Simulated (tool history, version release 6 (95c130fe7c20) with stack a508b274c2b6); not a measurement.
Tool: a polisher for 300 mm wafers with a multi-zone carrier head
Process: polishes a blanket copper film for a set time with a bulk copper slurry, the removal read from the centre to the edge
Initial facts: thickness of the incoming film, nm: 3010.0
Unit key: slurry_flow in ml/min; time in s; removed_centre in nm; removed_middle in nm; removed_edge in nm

run	hour	slurry_flow	centre_zone	middle_zone	edge_zone	slurry_solids	time	removed_centre	removed_middle	removed_edge
1	0	170	1	1	1	1	66	342.91	328.63	329.94
2	2.8	170	1	1	1	1.2	66	365.98	344.44	356.24
3	10.8	155	0.96	0.94	0.99	1.1	65	336.69	312.71	343.87
4	11.4	155	0.96	0.94	0.99	1.25	65	351.39	319.94	350.4
5	13.3	155	0.96	0.94	0.99	1.25	72	386.25	359.93	382.15
6	21.6	155	0.96	0.94	0.99	1.35	72	389.23	374.83	397.11
7	30.6	115	0.86	0.85	0.98	1.1	66	295.53	280.15	328.54
8	37.3	115	0.86	0.84	0.95	1.05	66	290.56	277.78	318.02
9	42.6	115	0.86	0.83	0.94	1	66	291.93	269.61	313.19

What will run 10 give?
10	49.1	105	0.83	0.82	0.9	0.9	65	?	?	?

removed_centre: 262.35 nm
removed_middle: 249.52 nm
removed_edge: 285.01 nm
